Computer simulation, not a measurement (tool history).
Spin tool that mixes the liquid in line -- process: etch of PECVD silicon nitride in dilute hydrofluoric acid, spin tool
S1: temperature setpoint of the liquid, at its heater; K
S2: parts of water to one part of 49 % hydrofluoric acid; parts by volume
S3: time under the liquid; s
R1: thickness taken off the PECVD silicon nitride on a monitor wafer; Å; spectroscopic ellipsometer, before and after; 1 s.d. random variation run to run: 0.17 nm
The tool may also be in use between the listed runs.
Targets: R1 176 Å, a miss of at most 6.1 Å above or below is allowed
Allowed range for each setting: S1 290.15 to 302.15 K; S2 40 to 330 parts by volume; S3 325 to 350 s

Run 1, hour 0: S1 294.15 K, S2 185 parts by volume, S3 325 s. Result: R1 74.477 Å.
Run 2, hour 2.1: S1 296.65 K, S2 165 parts by volume, S3 325 s. Result: R1 98.787 Å.
Run 3, hour 4.6: S1 293.65 K, S2 165 parts by volume, S3 325 s. Result: R1 81.019 Å.
Run 4, hour 9.8: S1 293.65 K, S2 205 parts by volume, S3 325 s. Result: R1 65.316 Å.
Run 5, hour 15.3: S1 293.65 K, S2 155 parts by volume, S3 325 s. Result: R1 85.106 Å.
Run 6, hour 20.3: S1 293.65 K, S2 95 parts by volume, S3 325 s. Result: R1 137.97 Å.
At hour 26: thermometer replaced.
Run 7, hour 26: S1 295.15 K, S2 95 parts by volume, S3 325 s. Result: R1 142.03 Å.
Run 8, hour 31.6: S1 296.15 K, S2 95 parts by volume, S3 325 s. Result: R1 149.05 Å.
Run 9, hour 39.9: S1 299.15 K, S2 95 parts by volume, S3 325 s. Result: R1 182.46 Å.

Which single option among these 4 for the next run brings every result within its allowed miss of target? Just one does.
Run A, hour 48.2: S1 298.15 K, S2 85 parts by volume, S3 325 s. Result: R1 ?.
Run B, hour 48.2: S1 298.15 K, S2 90 parts by volume, S3 350 s. Result: R1 ?.
Run C, hour 48.2: S1 301.15 K, S2 105 parts by volume, S3 325 s. Result: R1 ?.
Run D, hour 48.2: S1 299.65 K, S2 110 parts by volume, S3 350 s. Result: R1 ?.

move      R1
   A  193.09
   B  196.52
   C  190.06
   D  177.52
A: lands further from the targets than the last run did
B: lands further from the targets than the last run did
C: lands further from the targets than the last run did
D: all results in spec
Go with D: it meets all targets.

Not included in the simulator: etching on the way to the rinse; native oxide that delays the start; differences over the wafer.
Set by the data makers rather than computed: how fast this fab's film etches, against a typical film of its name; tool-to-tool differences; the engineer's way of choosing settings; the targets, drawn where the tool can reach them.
